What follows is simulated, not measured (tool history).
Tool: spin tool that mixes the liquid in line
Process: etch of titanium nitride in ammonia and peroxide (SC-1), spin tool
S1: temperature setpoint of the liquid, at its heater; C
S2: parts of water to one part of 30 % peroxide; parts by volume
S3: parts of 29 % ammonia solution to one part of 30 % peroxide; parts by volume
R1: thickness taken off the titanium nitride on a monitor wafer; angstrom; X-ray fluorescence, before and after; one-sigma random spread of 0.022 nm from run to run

Run 1, day 0.000: S1 62.0 C, S2 20.5 parts by volume, S3 0.5 parts by volume, time under the liquid (s) 25. Result: R1 25.474 angstrom.
Run 2, day 0.096: S1 68.0 C, S2 20.5 parts by volume, S3 0.5 parts by volume, time under the liquid (s) 25. Result: R1 37.420 angstrom.
Run 3, day 0.133: S1 68.0 C, S2 20.5 parts by volume, S3 0.5 parts by volume, time under the liquid (s) 25. Result: R1 37.107 angstrom.
Run 4, day 0.250: S1 70.0 C, S2 20.5 parts by volume, S3 0.5 parts by volume, time under the liquid (s) 25. Result: R1 42.495 angstrom.
Run 5, day 0.625: S1 70.0 C, S2 19.5 parts by volume, S3 0.5 parts by volume, time under the liquid (s) 25. Result: R1 43.558 angstrom.
Run 6, day 0.846: S1 70.0 C, S2 14.0 parts by volume, S3 0.5 parts by volume, time under the liquid (s) 25. Result: R1 52.116 angstrom.

What does the tool deliver on the next run?
At day 0.900: new drum of ammonia solution connected.
Run 7, day 0.900: S1 69.5 C, S2 14.0 parts by volume, S3 0.5 parts by volume, time under the liquid (s) 25. Result: R1 ?.

{"run 7": {"R1": 51.389}}
